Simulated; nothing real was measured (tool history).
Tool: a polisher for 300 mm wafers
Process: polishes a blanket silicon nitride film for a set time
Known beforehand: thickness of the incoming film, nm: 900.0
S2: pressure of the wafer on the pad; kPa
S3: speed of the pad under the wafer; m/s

{"run": 1, "hour": 0.0, "flow of slurry (ml/min)": 260, "S2": 15.9, "S3": 0.98, "polishing time (s)": 49, "film removed (Å)": 444.59}
{"run": 2, "hour": 5.7, "flow of slurry (ml/min)": 260, "S2": 17.9, "S3": 1.0, "polishing time (s)": 49, "film removed (Å)": 508.26}
{"run": 3, "hour": 12.5, "flow of slurry (ml/min)": 260, "S2": 19.3, "S3": 1.02, "polishing time (s)": 49, "film removed (Å)": 542.39}
{"run": 4, "hour": 17.0, "flow of slurry (ml/min)": 260, "S2": 19.3, "S3": 1.2, "polishing time (s)": 49, "film removed (Å)": 630.81}
{"run": 5, "hour": 20.9, "flow of slurry (ml/min)": 260, "S2": 20.0, "S3": 1.2, "polishing time (s)": 49, "film removed (Å)": 650.57}
{"run": 6, "hour": 22.7, "flow of slurry (ml/min)": 260, "S2": 20.7, "S3": 1.2, "polishing time (s)": 49, "film removed (Å)": 689.22}

Estimate the outcome of run 7 from the log above:
{"run": 7, "hour": 29.0, "flow of slurry (ml/min)": 260, "S2": 21.4, "S3": 1.2, "polishing time (s)": 49, "film removed (Å)": "?"}

Run 7 yielded film removed (Å) 687.22.
